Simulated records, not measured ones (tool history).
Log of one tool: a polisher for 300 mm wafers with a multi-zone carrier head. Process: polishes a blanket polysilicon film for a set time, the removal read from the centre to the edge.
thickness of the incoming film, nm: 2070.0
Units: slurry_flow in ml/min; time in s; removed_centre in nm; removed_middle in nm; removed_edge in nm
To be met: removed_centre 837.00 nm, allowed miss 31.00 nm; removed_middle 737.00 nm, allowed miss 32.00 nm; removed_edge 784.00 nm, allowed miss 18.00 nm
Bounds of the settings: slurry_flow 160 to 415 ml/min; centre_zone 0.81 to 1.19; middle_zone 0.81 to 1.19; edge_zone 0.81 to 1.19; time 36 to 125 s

{"run": 1, "hour": 0.0, "slurry_flow": 265, "centre_zone": 1.0, "middle_zone": 1.0, "edge_zone": 1.0, "time": 80, "removed_centre": 591.23, "removed_middle": 584.76, "removed_edge": 587.72}
{"run": 2, "hour": 7.8, "slurry_flow": 225, "centre_zone": 1.0, "middle_zone": 1.0, "edge_zone": 1.0, "time": 80, "removed_centre": 585.37, "removed_middle": 579.46, "removed_edge": 580.45}
{"run": 3, "hour": 14.2, "slurry_flow": 225, "centre_zone": 1.0, "middle_zone": 1.0, "edge_zone": 0.97, "time": 80, "removed_centre": 576.67, "removed_middle": 580.64, "removed_edge": 570.43}
{"run": 4, "hour": 16.9, "slurry_flow": 240, "centre_zone": 1.03, "middle_zone": 1.02, "edge_zone": 1.04, "time": 85, "removed_centre": 648.25, "removed_middle": 629.36, "removed_edge": 621.68}
{"run": 5, "hour": 21.7, "slurry_flow": 260, "centre_zone": 1.04, "middle_zone": 1.01, "edge_zone": 1.08, "time": 90, "removed_centre": 690.9, "removed_middle": 662.97, "removed_edge": 690.09}
{"run": 6, "hour": 28.2, "slurry_flow": 205, "centre_zone": 1.04, "middle_zone": 1.01, "edge_zone": 1.08, "time": 90, "removed_centre": 687.15, "removed_middle": 656.64, "removed_edge": 665.91}
{"run": 7, "hour": 37.2, "slurry_flow": 205, "centre_zone": 1.04, "middle_zone": 1.01, "edge_zone": 1.08, "time": 90, "removed_centre": 665.43, "removed_middle": 626.24, "removed_edge": 671.06}
{"run": 8, "hour": 40.8, "slurry_flow": 250, "centre_zone": 1.07, "middle_zone": 1.01, "edge_zone": 1.11, "time": 92, "removed_centre": 725.66, "removed_middle": 669.31, "removed_edge": 702.47}
{"run": 9, "hour": 41.8, "slurry_flow": 275, "centre_zone": 1.09, "middle_zone": 1.02, "edge_zone": 1.14, "time": 94, "removed_centre": 751.39, "removed_middle": 698.84, "removed_edge": 735.13}
{"run": 10, "hour": 43.8, "slurry_flow": 290, "centre_zone": 1.11, "middle_zone": 1.02, "edge_zone": 1.16, "time": 95, "removed_centre": 782.46, "removed_middle": 711.91, "removed_edge": 757.87}
{"run": 11, "hour": 44.5, "slurry_flow": 300, "centre_zone": 1.13, "middle_zone": 1.02, "edge_zone": 1.17, "time": 95, "removed_centre": 800.34, "removed_middle": 727.24, "removed_edge": 757.52}

Which of these 5 next moves meets every target?
{"run": "A", "hour": 45.2, "slurry_flow": 300, "centre_zone": 1.15, "middle_zone": 1.03, "edge_zone": 1.17, "time": 97, "removed_centre": "?", "removed_middle": "?", "removed_edge": "?"}
{"run": "B", "hour": 45.2, "slurry_flow": 290, "centre_zone": 1.19, "middle_zone": 1.09, "edge_zone": 1.05, "time": 93, "removed_centre": "?", "removed_middle": "?", "removed_edge": "?"}
{"run": "C", "hour": 45.2, "slurry_flow": 335, "centre_zone": 1.17, "middle_zone": 1.15, "edge_zone": 1.11, "time": 92, "removed_centre": "?", "removed_middle": "?", "removed_edge": "?"}
{"run": "D", "hour": 45.2, "slurry_flow": 330, "centre_zone": 1.18, "middle_zone": 1.07, "edge_zone": 1.09, "time": 95, "removed_centre": "?", "removed_middle": "?", "removed_edge": "?"}
{"run": "E", "hour": 45.2, "slurry_flow": 290, "centre_zone": 1.19, "middle_zone": 1.06, "edge_zone": 1.03, "time": 99, "removed_centre": "?", "removed_middle": "?", "removed_edge": "?"}

move=A removed_centre=838.61 removed_middle=746.66 removed_edge=770.82
move=B removed_centre=827.42 removed_middle=740.58 removed_edge=697.30
move=C removed_centre=817.92 removed_middle=769.75 removed_edge=716.25
move=D removed_centre=849.76 removed_middle=756.42 removed_edge=732.68
move=E removed_centre=880.66 removed_middle=773.95 removed_edge=735.52
A: meets every target
B: further off than the last run
C: further off than the last run
D: further off than the last run
E: further off than the last run
The right move is A.
